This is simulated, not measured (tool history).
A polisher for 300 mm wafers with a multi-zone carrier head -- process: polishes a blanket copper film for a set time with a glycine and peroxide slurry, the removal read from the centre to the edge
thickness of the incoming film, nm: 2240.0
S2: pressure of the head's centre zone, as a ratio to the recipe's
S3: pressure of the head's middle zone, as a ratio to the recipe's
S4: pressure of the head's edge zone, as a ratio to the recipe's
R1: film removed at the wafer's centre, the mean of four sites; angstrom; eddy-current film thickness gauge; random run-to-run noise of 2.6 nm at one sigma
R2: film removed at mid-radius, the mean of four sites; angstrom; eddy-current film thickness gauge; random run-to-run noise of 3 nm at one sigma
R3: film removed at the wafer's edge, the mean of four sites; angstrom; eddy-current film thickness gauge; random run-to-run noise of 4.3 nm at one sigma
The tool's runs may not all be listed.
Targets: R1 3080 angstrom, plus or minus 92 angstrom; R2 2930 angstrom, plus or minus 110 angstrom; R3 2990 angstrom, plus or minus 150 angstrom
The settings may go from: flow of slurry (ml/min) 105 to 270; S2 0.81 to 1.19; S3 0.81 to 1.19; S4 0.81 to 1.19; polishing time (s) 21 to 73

Run 1, hour 0: flow of slurry (ml/min) 175, S2 1, S3 1, S4 1, polishing time (s) 47. Result: R1 2617.2 angstrom, R2 2582.3 angstrom, R3 2507.2 angstrom.
Run 2, hour 1.8: flow of slurry (ml/min) 185, S2 1.01, S3 1.01, S4 1.04, polishing time (s) 48. Result: R1 2694.5 angstrom, R2 2675.2 angstrom, R3 2655.6 angstrom.
Run 3, hour 7.7: flow of slurry (ml/min) 195, S2 1.03, S3 1.02, S4 1.06, polishing time (s) 48. Result: R1 2787.7 angstrom, R2 2697.3 angstrom, R3 2665.3 angstrom.
Run 4, hour 11: flow of slurry (ml/min) 195, S2 0.97, S3 1.02, S4 1.06, polishing time (s) 48. Result: R1 2602.8 angstrom, R2 2746.3 angstrom, R3 2643.4 angstrom.
Run 5, hour 17: flow of slurry (ml/min) 200, S2 0.99, S3 1.02, S4 1.08, polishing time (s) 49. Result: R1 2762.1 angstrom, R2 2757.1 angstrom, R3 2768.8 angstrom.
Run 6, hour 25: flow of slurry (ml/min) 200, S2 0.99, S3 1.02, S4 1.08, polishing time (s) 56. Result: R1 3138.8 angstrom, R2 3118.1 angstrom, R3 3096.2 angstrom.
Run 7, hour 31.7: flow of slurry (ml/min) 195, S2 0.99, S3 1.01, S4 1.07, polishing time (s) 56. Result: R1 3150.2 angstrom, R2 3122.4 angstrom, R3 3004.8 angstrom.
Run 8, hour 36.1: flow of slurry (ml/min) 190, S2 0.99, S3 1, S4 1.08, polishing time (s) 56. Result: R1 3122.6 angstrom, R2 3083.1 angstrom, R3 3159 angstrom.

Pick the move, out of 5, that brings all results within their allowed miss; only one does.
Run A, hour 40.5: flow of slurry (ml/min) 150, S2 0.88, S3 0.87, S4 1.19, polishing time (s) 67. Result: R1 ?, R2 ?, R3 ?.
Run B, hour 40.5: flow of slurry (ml/min) 180, S2 0.91, S3 0.99, S4 1.06, polishing time (s) 59. Result: R1 ?, R2 ?, R3 ?.
Run C, hour 40.5: flow of slurry (ml/min) 160, S2 0.98, S3 0.96, S4 1.15, polishing time (s) 59. Result: R1 ?, R2 ?, R3 ?.
Run D, hour 40.5: flow of slurry (ml/min) 200, S2 0.97, S3 0.93, S4 1, polishing time (s) 56. Result: R1 ?, R2 ?, R3 ?.
Run E, hour 40.5: flow of slurry (ml/min) 235, S2 1, S3 1.05, S4 0.98, polishing time (s) 54. Result: R1 ?, R2 ?, R3 ?.

move      R1      R2      R3
   A    3114  3142.7  3736.8
   B  2954.7  3194.2  3207.2
   C  3105.2    3043  3269.1
   D  3048.3  2926.7  3012.9
   E  3111.9  3198.1  2926.9
A: further off than the last run
B: further off than the last run
C: further off than the last run
D: every result within its allowed miss
E: further off than the last run
The move that meets every target is D.
